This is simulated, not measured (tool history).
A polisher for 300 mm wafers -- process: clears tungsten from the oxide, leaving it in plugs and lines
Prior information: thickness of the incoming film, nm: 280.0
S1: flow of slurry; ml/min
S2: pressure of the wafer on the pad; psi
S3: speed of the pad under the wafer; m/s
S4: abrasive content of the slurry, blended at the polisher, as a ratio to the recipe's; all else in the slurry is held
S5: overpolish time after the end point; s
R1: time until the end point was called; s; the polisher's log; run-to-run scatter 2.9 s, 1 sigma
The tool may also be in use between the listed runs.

{"run": 1, "hour": 0.0, "S1": 175, "S2": 2.6, "S3": 0.96, "S4": 1, "S5": 5, "R1": 113.84}
{"run": 2, "hour": 7.9, "S1": 175, "S2": 2.4, "S3": 0.94, "S4": 1, "S5": 5, "R1": 125.57}
{"run": 3, "hour": 9.6, "S1": 175, "S2": 2.2, "S3": 0.92, "S4": 1, "S5": 5, "R1": 139.02}
{"run": 4, "hour": 18.3, "S1": 175, "S2": 2, "S3": 0.9, "S4": 1, "S5": 5, "R1": 155.02}
{"run": 5, "hour": 26.1, "S1": 175, "S2": 2, "S3": 0.9, "S4": 0.8, "S5": 5, "R1": 169.01}
{"run": 6, "hour": 31.5, "S1": 175, "S2": 2, "S3": 0.9, "S4": 0.8, "S5": 4, "R1": 163.95}

Run 7 has not been measured yet. What should we expect?
{"run": 7, "hour": 35.6, "S1": 175, "S2": 1.9, "S3": 0.9, "S4": 0.8, "S5": 4, "R1": "?"}

{"run 7": {"R1": 174.6}}

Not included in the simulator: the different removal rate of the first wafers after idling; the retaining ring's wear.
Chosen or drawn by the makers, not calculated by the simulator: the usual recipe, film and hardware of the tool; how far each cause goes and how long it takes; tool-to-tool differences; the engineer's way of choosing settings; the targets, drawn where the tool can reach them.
